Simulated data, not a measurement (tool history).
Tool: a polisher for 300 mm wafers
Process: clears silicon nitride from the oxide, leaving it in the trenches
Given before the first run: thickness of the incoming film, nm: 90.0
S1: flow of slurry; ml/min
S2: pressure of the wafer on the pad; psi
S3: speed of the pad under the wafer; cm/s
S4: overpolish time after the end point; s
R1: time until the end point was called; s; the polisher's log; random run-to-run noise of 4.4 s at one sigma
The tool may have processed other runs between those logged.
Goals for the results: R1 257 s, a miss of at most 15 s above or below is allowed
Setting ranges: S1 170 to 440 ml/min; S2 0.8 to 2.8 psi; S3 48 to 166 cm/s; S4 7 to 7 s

run  hour   S1   S2   S3  S4      R1
  1     0  280  1.8  106   7   189.2
  2   6.4  225  1.8  106   7  194.16
  3  13.5  225  2.1  106   7  170.32
  4  14.5  225  1.8  106   7  193.88
  5  23.5  225  1.8  120   7  173.19
  6    28  225  1.5  120   7  195.94
  7    36  225  1.4  120   7  211.03
  8  38.3  225  1.3  120   7  219.22

Pick the move, out of 4, that brings all results within their allowed miss; only one does.
  A  40.6  195  0.8  126   7   ?
  B  40.6  250  1.4  128   7   ?
  C  40.6  180  1.3   86   7   ?
  D  40.6  280  1.1  112   7   ?

move      R1
   A  290.22
   B  194.21
   C  314.09
   D  256.84
A: carries the result that was furthest off beyond its target, to the other side
B: the biggest miss grows against the last run
C: carries the result that was furthest off beyond its target, to the other side
D: all results land within tolerance of their targets
Correct choice: D, which meets every target
